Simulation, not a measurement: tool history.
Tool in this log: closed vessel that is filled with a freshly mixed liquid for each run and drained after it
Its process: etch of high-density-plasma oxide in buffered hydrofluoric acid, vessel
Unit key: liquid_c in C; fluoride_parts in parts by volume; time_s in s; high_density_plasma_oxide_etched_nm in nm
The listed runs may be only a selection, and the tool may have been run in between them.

run    day  liquid_c  fluoride_parts  time_s  high_density_plasma_oxide_etched_nm
  1  0.000      23.0            18.5      35                               35.728
  2  0.250      23.0            18.5      35                               35.513
  3  0.608      23.0            21.5      35                               31.202
  4  0.812      25.5            21.5      35                               35.687
  5  1.171      25.5            21.5      35                               35.717
  6  1.283      24.5            21.5      35                               33.868

What will run 7 give?
  7  1.479      23.5            21.5      35                                    ?

high_density_plasma_oxide_etched_nm: 32.030 nm

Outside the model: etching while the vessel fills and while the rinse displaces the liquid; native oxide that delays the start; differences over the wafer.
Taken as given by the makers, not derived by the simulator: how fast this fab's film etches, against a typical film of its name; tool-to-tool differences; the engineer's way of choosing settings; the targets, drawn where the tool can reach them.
